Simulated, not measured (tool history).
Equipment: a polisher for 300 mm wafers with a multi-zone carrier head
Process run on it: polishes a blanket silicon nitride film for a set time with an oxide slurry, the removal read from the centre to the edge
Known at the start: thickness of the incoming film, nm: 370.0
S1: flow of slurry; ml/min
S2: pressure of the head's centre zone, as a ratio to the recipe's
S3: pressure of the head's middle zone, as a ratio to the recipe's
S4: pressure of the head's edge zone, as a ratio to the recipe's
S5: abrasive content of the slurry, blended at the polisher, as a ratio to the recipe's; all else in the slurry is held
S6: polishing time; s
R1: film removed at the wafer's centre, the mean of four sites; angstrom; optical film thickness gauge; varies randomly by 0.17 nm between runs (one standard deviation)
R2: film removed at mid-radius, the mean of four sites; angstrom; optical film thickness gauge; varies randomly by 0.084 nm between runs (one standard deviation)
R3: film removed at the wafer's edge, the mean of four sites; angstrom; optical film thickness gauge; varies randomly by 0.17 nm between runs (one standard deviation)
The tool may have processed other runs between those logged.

Run 1, hour 0.0: S1 135 ml/min, S2 1.00, S3 1.00, S4 1.00, S5 1.00, S6 32 s. Result: R1 165.36 angstrom, R2 172.71 angstrom, R3 171.40 angstrom.
Run 2, hour 2.6: S1 130 ml/min, S2 1.01, S3 0.97, S4 0.96, S5 0.95, S6 32 s. Result: R1 160.00 angstrom, R2 158.80 angstrom, R3 157.98 angstrom.
Run 3, hour 5.6: S1 120 ml/min, S2 1.00, S3 0.95, S4 0.93, S5 0.95, S6 32 s. Result: R1 153.93 angstrom, R2 153.94 angstrom, R3 159.21 angstrom.
Run 4, hour 8.3: S1 95 ml/min, S2 1.00, S3 0.95, S4 0.93, S5 0.95, S6 32 s. Result: R1 134.25 angstrom, R2 138.87 angstrom, R3 145.89 angstrom.
Run 5, hour 12.8: S1 95 ml/min, S2 1.02, S3 0.95, S4 0.91, S5 0.95, S6 32 s. Result: R1 138.31 angstrom, R2 140.05 angstrom, R3 146.07 angstrom.
Run 6, hour 14.4: S1 95 ml/min, S2 1.02, S3 0.95, S4 0.91, S5 1.10, S6 32 s. Result: R1 144.01 angstrom, R2 149.42 angstrom, R3 156.00 angstrom.
Run 7, hour 22.7: S1 95 ml/min, S2 1.04, S3 0.95, S4 0.89, S5 1.05, S6 32 s. Result: R1 148.99 angstrom, R2 145.05 angstrom, R3 153.48 angstrom.

Expected results for the next run?
Run 8, hour 27.0: S1 95 ml/min, S2 1.05, S3 0.95, S4 0.88, S5 1.00, S6 32 s. Result: R1 ?, R2 ?, R3 ?.

Logged for run 8: R1 145.33 angstrom, R2 140.65 angstrom, R3 145.80 angstrom.
